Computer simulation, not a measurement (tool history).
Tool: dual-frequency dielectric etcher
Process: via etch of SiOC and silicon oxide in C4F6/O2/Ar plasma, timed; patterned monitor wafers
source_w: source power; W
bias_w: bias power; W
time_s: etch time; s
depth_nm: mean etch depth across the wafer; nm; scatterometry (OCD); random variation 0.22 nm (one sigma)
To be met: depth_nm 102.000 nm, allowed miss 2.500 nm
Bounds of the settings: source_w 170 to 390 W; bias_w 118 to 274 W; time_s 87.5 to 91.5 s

Run 1, hour 0.0: source_w 280 W, bias_w 196 W, time_s 87.5 s. Result: depth_nm 87.038 nm.
Run 2, hour 1.0: source_w 280 W, bias_w 196 W, time_s 87.5 s. Result: depth_nm 87.166 nm.
Run 3, hour 6.3: source_w 280 W, bias_w 221 W, time_s 87.5 s. Result: depth_nm 90.430 nm.
Run 4, hour 7.3: source_w 280 W, bias_w 188 W, time_s 87.5 s. Result: depth_nm 85.858 nm.
Run 5, hour 11.0: source_w 260 W, bias_w 188 W, time_s 87.5 s. Result: depth_nm 82.811 nm.
Run 6, hour 12.3: source_w 260 W, bias_w 222 W, time_s 87.5 s. Result: depth_nm 87.209 nm.
Run 7, hour 21.2: source_w 270 W, bias_w 224 W, time_s 87.5 s. Result: depth_nm 89.585 nm.
Run 8, hour 22.0: source_w 280 W, bias_w 225 W, time_s 87.5 s. Result: depth_nm 91.025 nm.
Run 9, hour 26.5: source_w 290 W, bias_w 226 W, time_s 87.5 s. Result: depth_nm 92.952 nm.
Run 10, hour 30.7: source_w 300 W, bias_w 227 W, time_s 87.5 s. Result: depth_nm 94.356 nm.
Run 11, hour 32.9: source_w 300 W, bias_w 228 W, time_s 87.5 s. Result: depth_nm 94.638 nm.
Run 12, hour 38.4: source_w 300 W, bias_w 229 W, time_s 87.5 s. Result: depth_nm 94.713 nm.
Run 13, hour 43.6: source_w 300 W, bias_w 230 W, time_s 87.5 s. Result: depth_nm 94.880 nm.
Run 14, hour 47.4: source_w 300 W, bias_w 231 W, time_s 87.5 s. Result: depth_nm 94.834 nm.

Which of these 5 next moves meets every target?
Run A, hour 51.2: source_w 280 W, bias_w 234 W, time_s 88.5 s. Result: depth_nm ?.
Run B, hour 51.2: source_w 320 W, bias_w 255 W, time_s 87.5 s. Result: depth_nm ?.
Run C, hour 51.2: source_w 280 W, bias_w 222 W, time_s 91.5 s. Result: depth_nm ?.
Run D, hour 51.2: source_w 290 W, bias_w 246 W, time_s 89.0 s. Result: depth_nm ?.
Run E, hour 51.2: source_w 300 W, bias_w 203 W, time_s 88.0 s. Result: depth_nm ?.

move  depth_nm
   A    93.158
   B   100.990
   C    94.639
   D    96.889
   E    91.366
A: further off than the last run
B: meets every target
C: as far off as the last run
D: nearer than the last run, and not there yet
E: further off than the last run
The right move is B.
